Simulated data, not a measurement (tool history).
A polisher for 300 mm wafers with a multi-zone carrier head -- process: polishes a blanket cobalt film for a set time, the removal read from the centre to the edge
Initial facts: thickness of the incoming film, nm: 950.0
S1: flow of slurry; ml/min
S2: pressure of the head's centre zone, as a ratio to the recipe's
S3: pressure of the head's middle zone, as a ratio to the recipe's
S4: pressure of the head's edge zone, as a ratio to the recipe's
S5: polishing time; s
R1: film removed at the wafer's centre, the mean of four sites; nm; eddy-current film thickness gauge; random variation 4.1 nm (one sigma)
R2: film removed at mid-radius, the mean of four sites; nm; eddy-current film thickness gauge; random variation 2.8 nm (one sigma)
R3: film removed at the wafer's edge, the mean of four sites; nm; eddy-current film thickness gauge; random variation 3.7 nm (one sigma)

{"run": 1, "hour": 0.0, "S1": 135, "S2": 1, "S3": 1, "S4": 1, "S5": 32, "R1": 184.09, "R2": 196.31, "R3": 182.28}
{"run": 2, "hour": 3.7, "S1": 135, "S2": 1, "S3": 1, "S4": 1, "S5": 37, "R1": 220.8, "R2": 233.66, "R3": 206.42}
{"run": 3, "hour": 6.4, "S1": 140, "S2": 1.01, "S3": 0.96, "S4": 1.04, "S5": 38, "R1": 232.69, "R2": 227.69, "R3": 221.07}
{"run": 4, "hour": 8.5, "S1": 145, "S2": 1.02, "S3": 0.95, "S4": 1.07, "S5": 39, "R1": 242.95, "R2": 232.78, "R3": 230.94}
{"run": 5, "hour": 14.9, "S1": 150, "S2": 1.03, "S3": 0.93, "S4": 1.1, "S5": 40, "R1": 247.8, "R2": 235.05, "R3": 243.12}
{"run": 6, "hour": 20.6, "S1": 155, "S2": 1.05, "S3": 0.92, "S4": 1.12, "S5": 41, "R1": 264.39, "R2": 244.68, "R3": 251.04}

The next listed run, before its measurement:
{"run": 7, "hour": 27.1, "S1": 155, "S2": 1.06, "S3": 0.9, "S4": 1.13, "S5": 42, "R1": "?", "R2": "?", "R3": "?"}

{"run 7": {"R1": 270.97, "R2": 240.45, "R3": 261.63}}

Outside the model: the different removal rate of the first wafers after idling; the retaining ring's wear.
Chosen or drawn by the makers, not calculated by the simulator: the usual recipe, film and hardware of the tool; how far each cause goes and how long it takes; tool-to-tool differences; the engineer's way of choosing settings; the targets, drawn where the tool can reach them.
